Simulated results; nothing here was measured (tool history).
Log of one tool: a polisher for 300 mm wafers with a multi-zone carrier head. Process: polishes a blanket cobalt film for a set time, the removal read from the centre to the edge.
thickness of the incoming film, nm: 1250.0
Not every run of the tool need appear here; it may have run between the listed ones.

run	hour	flow of slurry (ml/min)	pressure of the head's centre zone	pressure of the head's middle zone	pressure of the head's edge zone	polishing time (s)	film removed at the wafer's centre (Å)	film removed at mid-radius (Å)	film removed at the wafer's edge (Å)
1	0.0	260	1.00	1.00	1.00	57	3334.7	3299.8	3372.6
2	2.2	260	1.00	0.96	1.00	57	3428.5	3195.6	3268.7
3	10.9	270	1.00	1.03	1.04	60	3599.9	3578.7	3588.4
4	14.9	270	1.00	1.03	1.04	52	3169.8	3059.4	3180.9
5	16.9	270	1.00	1.03	1.04	60	3594.3	3566.4	3671.6
6	17.8	270	1.00	1.03	1.09	60	3597.7	3585.6	3723.6
7	26.3	270	0.97	1.07	1.12	62	3603.9	3802.5	3846.5
8	33.8	275	0.87	1.11	1.19	75	3935.5	4724.2	4889.8
9	37.9	265	0.86	1.11	1.18	75	3857.6	4774.0	4889.4
10	43.7	260	0.86	1.11	1.17	74	3764.3	4602.1	4694.5

Predict the results of run 11:
11	52.2	260	0.86	1.11	1.17	74	?	?	?

{"run 11": {"film removed at the wafer's centre (Å)": 3797.4, "film removed at mid-radius (Å)": 4680.6, "film removed at the wafer's edge (Å)": 4747.2}}
